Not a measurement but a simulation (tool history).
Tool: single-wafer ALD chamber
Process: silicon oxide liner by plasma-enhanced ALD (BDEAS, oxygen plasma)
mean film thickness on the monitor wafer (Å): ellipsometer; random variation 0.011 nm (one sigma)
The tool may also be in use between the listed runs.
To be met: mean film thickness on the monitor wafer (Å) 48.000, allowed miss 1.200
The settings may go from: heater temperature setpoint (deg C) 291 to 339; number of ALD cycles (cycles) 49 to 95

run    day  heater temperature setpoint (deg C)  number of ALD cycles (cycles)  mean film thickness on the monitor wafer (Å)
  1  0.000                                  315                             72                                        62.696
  2  0.271                                  315                             64                                        55.673
  3  0.517                                  323                             64                                        55.234
  4  0.717                                  323                             62                                        53.503
  5  0.767                                  313                             62                                        54.287
  6  0.942                                  322                             62                                        53.480
  7  1.233                                  322                             61                                        52.730
  8  1.358                                  322                             60                                        51.556
  9  1.508                                  322                             59                                        51.013
 10  1.588                                  322                             58                                        49.869

5 next moves are on the table. One of them brings every result within its allowed miss. Which?
  A  1.667                                  320                             51                                             ?
  B  1.667                                  317                             60                                             ?
  C  1.667                                  323                             60                                             ?
  D  1.667                                  327                             56                                             ?
  E  1.667                                  324                             60                                             ?

move  mean film thickness on the monitor wafer (Å)
   A                                        44.117
   B                                        52.099
   C                                        51.705
   D                                        48.013
   E                                        51.640
A: takes the result that was furthest off past its target
B: further off than the last run
C: further off than the last run
D: meets every target
E: further off than the last run
Move D is the one to make.

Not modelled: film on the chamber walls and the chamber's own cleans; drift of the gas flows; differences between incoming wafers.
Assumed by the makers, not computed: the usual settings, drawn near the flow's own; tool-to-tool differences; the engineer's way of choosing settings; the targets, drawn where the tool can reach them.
